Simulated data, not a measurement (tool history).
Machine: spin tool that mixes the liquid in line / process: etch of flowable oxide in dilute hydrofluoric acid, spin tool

run,hour,temperature setpoint of the liquid (C),parts of water to one part of 49 % hydrofluoric acid (parts by volume),time under the liquid (s),thickness taken off the flowable oxide on a monitor wafer (nm)
1,0,25,200,300,54.303
2,1.8,27,195,300,60.183
3,9.4,28.5,190,300,65.537
4,15.3,29.5,185,300,70.868
5,17.8,29.5,255,300,47.212
6,25.3,30.5,235,300,53.929

The next listed run, before its measurement:
7,31.8,31,220,300,?

thickness taken off the flowable oxide on a monitor wafer (nm): 59.483
